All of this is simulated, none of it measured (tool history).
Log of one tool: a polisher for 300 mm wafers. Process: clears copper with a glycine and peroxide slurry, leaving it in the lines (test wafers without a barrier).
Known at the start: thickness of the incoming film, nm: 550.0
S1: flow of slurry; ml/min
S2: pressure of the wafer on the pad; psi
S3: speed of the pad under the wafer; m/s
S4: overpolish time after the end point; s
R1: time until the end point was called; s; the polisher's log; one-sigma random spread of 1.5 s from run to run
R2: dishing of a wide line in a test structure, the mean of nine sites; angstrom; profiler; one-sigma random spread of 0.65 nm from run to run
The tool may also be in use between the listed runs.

run,hour,S1,S2,S3,S4,R1,R2
1,0.0,190,2.3,1.04,19,94.371,614.99
2,8.5,190,2.6,1.04,19,86.437,662.52
3,11.7,190,2.4,1.04,16,94.081,542.78
4,14.4,155,2.4,1.04,16,94.791,534.89
5,20.2,115,2.4,1.04,16,99.869,504.12
6,21.0,115,2.4,1.04,10,100.000,335.00
7,25.3,115,2.4,1.04,10,100.180,342.71
8,29.6,115,2.3,1.04,10,101.120,326.25

What will run 9 give?
9,32.8,115,2.2,1.02,11,?,?

R1: 110.670 s
R2: 336.54 angstrom
